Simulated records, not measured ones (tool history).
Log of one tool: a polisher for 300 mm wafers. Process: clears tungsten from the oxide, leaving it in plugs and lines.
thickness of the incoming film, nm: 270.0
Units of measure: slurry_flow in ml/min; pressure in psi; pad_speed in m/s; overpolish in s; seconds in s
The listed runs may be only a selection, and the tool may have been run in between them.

Run 1, day 0: slurry_flow 120 ml/min, pressure 2.5 psi, pad_speed 1 m/s, slurry_solids 1, overpolish 22 s. Result: seconds 93.429 s.
Run 2, day 0.179: slurry_flow 120 ml/min, pressure 2.4 psi, pad_speed 1 m/s, slurry_solids 1, overpolish 22 s. Result: seconds 94.52 s.
Run 3, day 0.454: slurry_flow 120 ml/min, pressure 2.3 psi, pad_speed 1 m/s, slurry_solids 1, overpolish 22 s. Result: seconds 99.347 s.
Run 4, day 0.812: slurry_flow 120 ml/min, pressure 2.3 psi, pad_speed 1 m/s, slurry_solids 1.05, overpolish 22 s. Result: seconds 100.28 s.
Run 5, day 1.121: slurry_flow 120 ml/min, pressure 2.3 psi, pad_speed 1 m/s, slurry_solids 1.05, overpolish 24 s. Result: seconds 97.147 s.
Run 6, day 1.221: slurry_flow 120 ml/min, pressure 2.2 psi, pad_speed 1 m/s, slurry_solids 1.05, overpolish 24 s. Result: seconds 102.3 s.

The next listed run, before its measurement:
Run 7, day 1.567: slurry_flow 120 ml/min, pressure 2.1 psi, pad_speed 1 m/s, slurry_solids 1.05, overpolish 24 s. Result: seconds ?.

{"run 7": {"seconds": 103.12}}
